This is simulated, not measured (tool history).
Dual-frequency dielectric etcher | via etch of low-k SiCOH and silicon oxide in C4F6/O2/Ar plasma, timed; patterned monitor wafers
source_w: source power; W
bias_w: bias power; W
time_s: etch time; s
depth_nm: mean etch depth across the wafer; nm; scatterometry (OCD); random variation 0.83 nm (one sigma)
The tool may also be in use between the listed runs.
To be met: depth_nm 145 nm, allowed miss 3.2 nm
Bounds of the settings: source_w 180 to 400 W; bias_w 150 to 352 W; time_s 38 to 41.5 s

run,hour,source_w,bias_w,time_s,depth_nm
1,0,290,251,41.5,121.54
2,6.6,290,251,41.5,122.29
3,10,310,260,41.5,127.33
4,18.8,310,260,41.5,127.37
5,23.9,290,260,41.5,124.39
6,24.7,290,260,38,113.57
7,29.7,310,273,38.5,121.06
8,33,330,285,39,126.73
9,41,390,335,40.5,153.57
10,41.8,380,333,40.5,151.74
11,49.6,370,331,40.5,149.79

4 next moves are on the table. One of them brings every result within its allowed miss. Which?
A,57.4,330,351,38,?
B,57.4,370,352,38.5,?
C,57.4,330,325,40,?
D,57.4,360,323,38,?

move,depth_nm
A,136.91
B,145.71
C,139.53
D,137.16
A: takes the result that was furthest off past its target
B: meets every target
C: takes the result that was furthest off past its target
D: takes the result that was furthest off past its target
Answer: B

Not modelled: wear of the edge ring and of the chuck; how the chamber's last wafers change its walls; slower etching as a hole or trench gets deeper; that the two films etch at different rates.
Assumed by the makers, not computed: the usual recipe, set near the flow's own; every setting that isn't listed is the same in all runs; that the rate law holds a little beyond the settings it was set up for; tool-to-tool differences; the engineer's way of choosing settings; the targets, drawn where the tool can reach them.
